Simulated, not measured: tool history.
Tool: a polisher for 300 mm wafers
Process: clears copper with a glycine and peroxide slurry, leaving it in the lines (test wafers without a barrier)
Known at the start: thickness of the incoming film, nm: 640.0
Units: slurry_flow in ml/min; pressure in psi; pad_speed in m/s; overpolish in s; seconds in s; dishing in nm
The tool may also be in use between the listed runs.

run    day  slurry_flow  pressure  pad_speed  overpolish  seconds  dishing
  1  0.000          215       1.8       1.28          12   148.89   34.280
  2  0.175          240       1.8       1.28          12   145.57   34.866
  3  0.283          240       2.2       1.28          12   128.93   40.290
  4  0.446          285       2.2       1.28          12   123.83   39.940
  5  0.512          285       2.2       1.28          14   128.62   45.468
  6  0.562          265       2.2       1.28          14   125.94   43.383
  7  0.925          265       2.1       1.26          17   132.03   52.357

Forecast run 8:
  8  1.021          265       2.0       1.24          18        ?        ?

{"run 8": {"seconds": 139.29, "dishing": 52.015}}

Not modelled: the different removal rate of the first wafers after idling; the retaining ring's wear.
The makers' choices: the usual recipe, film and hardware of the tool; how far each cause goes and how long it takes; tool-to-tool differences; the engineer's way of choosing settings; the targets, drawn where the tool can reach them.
